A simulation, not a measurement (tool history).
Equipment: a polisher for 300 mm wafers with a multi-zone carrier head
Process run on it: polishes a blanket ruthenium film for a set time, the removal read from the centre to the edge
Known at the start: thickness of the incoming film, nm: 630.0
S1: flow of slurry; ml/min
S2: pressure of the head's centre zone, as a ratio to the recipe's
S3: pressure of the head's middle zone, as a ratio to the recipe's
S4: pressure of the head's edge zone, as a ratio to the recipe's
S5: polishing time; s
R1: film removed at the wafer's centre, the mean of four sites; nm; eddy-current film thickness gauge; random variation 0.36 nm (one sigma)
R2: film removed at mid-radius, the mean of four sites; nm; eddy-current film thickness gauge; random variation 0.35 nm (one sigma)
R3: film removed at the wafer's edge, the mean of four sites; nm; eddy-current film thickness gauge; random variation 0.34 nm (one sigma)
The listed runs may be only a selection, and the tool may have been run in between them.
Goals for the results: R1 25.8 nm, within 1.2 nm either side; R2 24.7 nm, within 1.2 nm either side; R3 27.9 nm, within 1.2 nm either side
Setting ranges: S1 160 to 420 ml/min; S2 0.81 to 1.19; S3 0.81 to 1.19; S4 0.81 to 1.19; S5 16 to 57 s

{"run": 1, "hour": 0.0, "S1": 270, "S2": 1, "S3": 1, "S4": 1, "S5": 36, "R1": 40.058, "R2": 40.662, "R3": 41.187}
{"run": 2, "hour": 3.9, "S1": 270, "S2": 1, "S3": 1, "S4": 1, "S5": 32, "R1": 35.307, "R2": 36.669, "R3": 35.554}
{"run": 3, "hour": 11.3, "S1": 265, "S2": 0.99, "S3": 0.97, "S4": 1.01, "S5": 31, "R1": 34.001, "R2": 35.141, "R3": 35.457}
{"run": 4, "hour": 17.7, "S1": 260, "S2": 0.99, "S3": 0.95, "S4": 1.01, "S5": 30, "R1": 33.327, "R2": 32.328, "R3": 34.114}
{"run": 5, "hour": 23.0, "S1": 260, "S2": 1.06, "S3": 0.95, "S4": 1.01, "S5": 30, "R1": 34.677, "R2": 33.227, "R3": 34.33}
{"run": 6, "hour": 31.4, "S1": 260, "S2": 1.06, "S3": 0.88, "S4": 1.01, "S5": 30, "R1": 35.097, "R2": 31.495, "R3": 34.372}
{"run": 7, "hour": 36.2, "S1": 255, "S2": 1.04, "S3": 0.87, "S4": 1.01, "S5": 29, "R1": 33.866, "R2": 30.323, "R3": 32.687}
{"run": 8, "hour": 39.6, "S1": 250, "S2": 1.02, "S3": 0.87, "S4": 1.02, "S5": 28, "R1": 32.068, "R2": 28.482, "R3": 32.068}
{"run": 9, "hour": 46.3, "S1": 250, "S2": 1, "S3": 0.87, "S4": 1.01, "S5": 27, "R1": 30.08, "R2": 26.872, "R3": 30.891}

Which one of the following 5 next-run settings gets every result inside its allowed miss? There is exactly one.
{"run": "A", "hour": 53.0, "S1": 290, "S2": 0.95, "S3": 0.97, "S4": 1.02, "S5": 24, "R1": "?", "R2": "?", "R3": "?"}
{"run": "B", "hour": 53.0, "S1": 285, "S2": 0.96, "S3": 0.86, "S4": 1.04, "S5": 24, "R1": "?", "R2": "?", "R3": "?"}
{"run": "C", "hour": 53.0, "S1": 225, "S2": 0.91, "S3": 0.92, "S4": 1.1, "S5": 26, "R1": "?", "R2": "?", "R3": "?"}
{"run": "D", "hour": 53.0, "S1": 220, "S2": 0.82, "S3": 1.16, "S4": 1.04, "S5": 25, "R1": "?", "R2": "?", "R3": "?"}
{"run": "E", "hour": 53.0, "S1": 190, "S2": 1.06, "S3": 0.81, "S4": 1.01, "S5": 32, "R1": "?", "R2": "?", "R3": "?"}

move=A R1=25.077 R2=26.978 R3=27.773
move=B R1=25.289 R2=25.007 R3=28.04
move=C R1=25.396 R2=27.674 R3=30.747
move=D R1=21.963 R2=30.866 R3=28.634
move=E R1=35.802 R2=31.026 R3=35.889
A: puts the biggest miss on target and leaves a different result outside tolerance
B: every result within its allowed miss
C: puts the biggest miss on target and leaves a different result outside tolerance
D: moves the result that the last run missed by most past its target, out the other side
E: lands further from the targets than the last run did
Go with B: it meets all targets.

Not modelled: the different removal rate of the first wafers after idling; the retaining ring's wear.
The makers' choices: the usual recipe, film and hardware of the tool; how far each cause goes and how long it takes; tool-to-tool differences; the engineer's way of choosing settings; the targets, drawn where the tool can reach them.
